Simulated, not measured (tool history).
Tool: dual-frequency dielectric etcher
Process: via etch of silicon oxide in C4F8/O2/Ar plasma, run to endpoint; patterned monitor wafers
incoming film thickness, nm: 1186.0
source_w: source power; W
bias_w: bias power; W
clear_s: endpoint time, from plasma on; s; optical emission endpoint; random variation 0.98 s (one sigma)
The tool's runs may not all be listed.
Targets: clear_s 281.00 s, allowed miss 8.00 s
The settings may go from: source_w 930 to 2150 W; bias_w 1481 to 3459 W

Run 1, hour 0.0: source_w 1540 W, bias_w 2470 W. Result: clear_s 239.59 s.
Run 2, hour 8.0: source_w 1540 W, bias_w 2890 W. Result: clear_s 230.52 s.
Run 3, hour 12.4: source_w 1670 W, bias_w 2890 W. Result: clear_s 223.38 s.
Run 4, hour 15.5: source_w 1470 W, bias_w 2890 W. Result: clear_s 235.85 s.
Run 5, hour 16.7: source_w 1320 W, bias_w 2890 W. Result: clear_s 245.92 s.
Run 6, hour 19.2: source_w 1320 W, bias_w 3099 W. Result: clear_s 240.97 s.
Run 7, hour 23.0: source_w 1200 W, bias_w 2959 W. Result: clear_s 255.08 s.
Run 8, hour 27.7: source_w 1130 W, bias_w 2907 W. Result: clear_s 261.52 s.
Run 9, hour 36.4: source_w 1130 W, bias_w 2907 W. Result: clear_s 260.38 s.

5 next moves are on the table. One of them brings every result within its allowed miss. Which?
Run A, hour 45.1: source_w 1390 W, bias_w 3223 W. Result: clear_s ?.
Run B, hour 45.1: source_w 970 W, bias_w 2298 W. Result: clear_s ?.
Run C, hour 45.1: source_w 1530 W, bias_w 2962 W. Result: clear_s ?.
Run D, hour 45.1: source_w 1230 W, bias_w 2987 W. Result: clear_s ?.
Run E, hour 45.1: source_w 1010 W, bias_w 2530 W. Result: clear_s ?.

move  clear_s
   A   233.89
   B   296.01
   C   230.65
   D   250.77
   E   283.86
A: further off than the last run
B: takes the result that was furthest off past its target
C: further off than the last run
D: further off than the last run
E: meets every target
Move E is the one to make.
